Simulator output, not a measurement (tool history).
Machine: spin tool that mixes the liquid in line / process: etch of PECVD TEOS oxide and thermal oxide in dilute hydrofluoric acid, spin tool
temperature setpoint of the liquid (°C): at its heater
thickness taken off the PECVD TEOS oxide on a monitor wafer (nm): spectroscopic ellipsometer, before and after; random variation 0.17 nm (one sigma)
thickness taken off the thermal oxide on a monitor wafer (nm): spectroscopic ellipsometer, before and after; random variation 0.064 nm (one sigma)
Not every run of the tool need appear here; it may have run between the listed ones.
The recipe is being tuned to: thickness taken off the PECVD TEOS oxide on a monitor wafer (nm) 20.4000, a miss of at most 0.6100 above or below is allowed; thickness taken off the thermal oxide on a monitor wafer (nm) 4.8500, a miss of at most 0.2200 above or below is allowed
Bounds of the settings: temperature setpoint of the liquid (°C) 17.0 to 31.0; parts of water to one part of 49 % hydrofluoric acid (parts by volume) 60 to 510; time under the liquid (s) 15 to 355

run,hour,temperature setpoint of the liquid (°C),parts of water to one part of 49 % hydrofluoric acid (parts by volume),time under the liquid (s),thickness taken off the PECVD TEOS oxide on a monitor wafer (nm),thickness taken off the thermal oxide on a monitor wafer (nm)
1,0.0,23.0,285,180,9.0017,2.1280
2,3.8,24.0,270,180,9.8642,2.3759
3,10.2,24.0,270,155,8.7231,2.0512
4,13.6,24.0,190,155,13.4840,3.1686
5,22.0,24.0,240,155,10.0240,2.3692
6,23.6,20.5,240,155,8.9224,2.0452
7,26.2,21.5,230,155,9.4838,2.3202
8,32.5,22.5,220,155,10.5660,2.5240
9,41.1,23.5,215,155,11.2600,2.7153
10,49.3,24.0,210,155,11.7310,2.7658
11,51.3,28.0,100,160,33.7000,8.1539
12,54.2,28.0,100,160,34.3550,8.1374
13,60.0,27.0,100,160,32.1550,7.7167
14,68.7,23.0,120,160,23.3070,5.4084
15,72.9,23.0,120,160,23.0590,5.4025
16,79.8,22.0,120,160,21.7960,5.3007

Exactly one of the 4 candidate moves below puts every result within its allowed miss. Which one?
A,86.7,17.0,135,230,?,?
B,86.7,22.5,150,190,?,?
C,86.7,18.0,95,155,?,?
D,86.7,31.0,65,60,?,?

move,thickness taken off the PECVD TEOS oxide on a monitor wafer (nm),thickness taken off the thermal oxide on a monitor wafer (nm)
A,22.5310,5.3062
B,20.4930,4.8261
C,23.5130,5.5374
D,23.2860,5.4840
A: further off than the last run
B: in spec on every target
C: further off than the last run
D: further off than the last run
The move that meets every target is B.
